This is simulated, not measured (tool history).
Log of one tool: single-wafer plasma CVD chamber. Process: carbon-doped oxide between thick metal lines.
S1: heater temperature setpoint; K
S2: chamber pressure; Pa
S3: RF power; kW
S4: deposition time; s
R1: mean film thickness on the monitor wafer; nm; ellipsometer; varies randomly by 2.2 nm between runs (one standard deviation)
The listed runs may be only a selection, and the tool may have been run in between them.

run 1 hour=0 | S1=638.15 S2=473 S3=0.45 S4=162 | R1=766.65
run 2 hour=6.4 | S1=638.15 S2=473 S3=0.45 S4=162 | R1=768.6
run 3 hour=10 | S1=632.15 S2=473 S3=0.45 S4=162 | R1=773.55
run 4 hour=15.6 | S1=632.15 S2=479 S3=0.455 S4=162 | R1=779.35
run 5 hour=23.3 | S1=632.15 S2=483 S3=0.46 S4=162 | R1=786.12
run 6 hour=25.9 | S1=637.15 S2=483 S3=0.46 S4=162 | R1=776.33
run 7 hour=29 | S1=637.15 S2=485 S3=0.47 S4=162 | R1=783.12
run 8 hour=37.3 | S1=637.15 S2=487 S3=0.48 S4=162 | R1=795.49
run 9 hour=43.6 | S1=637.15 S2=489 S3=0.485 S4=162 | R1=793.03

Run 10 is up next; what results do you expect?
run 10 hour=46.6 | S1=637.15 S2=491 S3=0.495 S4=162 | R1=?

Logged for run 10: R1 803.63 nm.
